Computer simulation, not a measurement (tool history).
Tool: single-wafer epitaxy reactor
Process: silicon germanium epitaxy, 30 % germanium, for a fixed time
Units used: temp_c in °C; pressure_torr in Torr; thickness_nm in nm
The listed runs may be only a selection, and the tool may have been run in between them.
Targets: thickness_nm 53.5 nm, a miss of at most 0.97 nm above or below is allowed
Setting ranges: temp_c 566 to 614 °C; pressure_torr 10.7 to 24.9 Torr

| run | hour | temp_c | pressure_torr | thickness_nm |
|---|---|---|---|---|
| 1 | 0 | 590 | 17.8 | 44.391 |
| 2 | 7.7 | 591 | 17.8 | 44.975 |
| 3 | 12.5 | 591 | 20.6 | 47.329 |
| 4 | 15.6 | 595 | 20.6 | 51.14 |
| 5 | 17.1 | 586 | 20.6 | 43.428 |
| 6 | 20 | 588 | 20.6 | 44.92 |
| 7 | 26.1 | 599 | 20.8 | 55.334 |
|  | 26.9 | capacitance manometer re-zeroed and calibrated |
| 8 | 26.9 | 598 | 20.8 | 55.122 |
| 9 | 31 | 598 | 20.8 | 54.788 |
| 10 | 38.1 | 598 | 20.8 | 55.214 |

Of the 4 settings listed for the next run, only one would bring every result within its allowed miss of target. Which one?
| A | 45.2 | 593 | 21.5 | ? |
| B | 45.2 | 603 | 17.7 | ? |
| C | 45.2 | 595 | 22.9 | ? |
| D | 45.2 | 597 | 24.6 | ? |

| move | thickness_nm |
|---|---|
| A | 50.905 |
| B | 57.152 |
| C | 54.014 |
| D | 57.487 |
A: takes the result that was furthest off past its target
B: moves away from the targets compared with the last run
C: hits every target within its allowed miss
D: moves away from the targets compared with the last run
Move C is the one to make.
